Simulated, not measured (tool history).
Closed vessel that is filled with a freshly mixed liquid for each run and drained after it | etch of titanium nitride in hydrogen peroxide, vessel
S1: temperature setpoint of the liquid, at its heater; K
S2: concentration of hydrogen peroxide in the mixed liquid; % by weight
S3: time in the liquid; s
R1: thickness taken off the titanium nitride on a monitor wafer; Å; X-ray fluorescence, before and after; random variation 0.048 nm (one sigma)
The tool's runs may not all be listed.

run,hour,S1,S2,S3,R1
1,0.0,323.15,18.5,240,88.673
2,4.6,321.15,18.5,240,76.636
3,10.4,320.15,18.5,240,70.573
4,19.5,320.15,16.5,240,68.228
5,21.9,320.15,20.5,240,72.991
6,26.3,320.15,20.5,165,49.264
7,29.1,320.15,20.5,165,50.879

The next listed run, before its measurement:
8,31.5,320.65,20.5,165,?

Run 8 gave R1 51.207 Å.
